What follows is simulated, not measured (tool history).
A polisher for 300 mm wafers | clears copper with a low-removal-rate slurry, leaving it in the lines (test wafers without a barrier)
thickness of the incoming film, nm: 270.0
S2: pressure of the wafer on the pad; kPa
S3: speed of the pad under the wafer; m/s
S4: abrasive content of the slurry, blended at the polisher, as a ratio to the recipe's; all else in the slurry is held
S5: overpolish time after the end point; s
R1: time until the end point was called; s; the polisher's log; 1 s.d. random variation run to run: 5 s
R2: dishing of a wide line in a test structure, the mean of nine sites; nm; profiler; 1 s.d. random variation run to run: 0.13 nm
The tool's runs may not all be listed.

run 1 day=0 | flow_of_slurry_(ml/min)=180 S2=15.9 S3=0.92 S4=1 S5=23 | R1=124.78 R2=25.523
run 2 day=0.179 | flow_of_slurry_(ml/min)=180 S2=13.1 S3=0.86 S4=1 S5=18 | R1=151.29 R2=18.27
run 3 day=0.358 | flow_of_slurry_(ml/min)=180 S2=13.1 S3=0.76 S4=1 S5=18 | R1=181.4 R2=16.386
run 4 day=0.45 | flow_of_slurry_(ml/min)=175 S2=11 S3=0.74 S4=0.95 S5=15 | R1=215.99 R2=11.988
run 5 day=0.825 | flow_of_slurry_(ml/min)=175 S2=11 S3=0.74 S4=1.05 S5=15 | R1=212.72 R2=12.194
run 6 day=1.1 | flow_of_slurry_(ml/min)=220 S2=11 S3=0.74 S4=1.05 S5=15 | R1=201.16 R2=12.483
run 7 day=1.175 | flow_of_slurry_(ml/min)=220 S2=10.3 S3=0.74 S4=1.05 S5=13 | R1=226.36 R2=10.4
run 8 day=1.217 | flow_of_slurry_(ml/min)=225 S2=8.3 S3=0.76 S4=1.05 S5=7 | R1=259.18 R2=5.0138
run 9 day=1.304 | flow_of_slurry_(ml/min)=225 S2=9 S3=0.7 S4=1.05 S5=7 | R1=260.34 R2=4.9287
run 10 day=1.421 | flow_of_slurry_(ml/min)=230 S2=9 S3=0.68 S4=1.1 S5=9 | R1=269.56 R2=6.3409

Predict the results of run 11:
run 11 day=1.479 | flow_of_slurry_(ml/min)=230 S2=9.7 S3=0.66 S4=1.15 S5=9 | R1=? R2=?

Run 11 produced R1 253.63 s, R2 6.5041 nm.

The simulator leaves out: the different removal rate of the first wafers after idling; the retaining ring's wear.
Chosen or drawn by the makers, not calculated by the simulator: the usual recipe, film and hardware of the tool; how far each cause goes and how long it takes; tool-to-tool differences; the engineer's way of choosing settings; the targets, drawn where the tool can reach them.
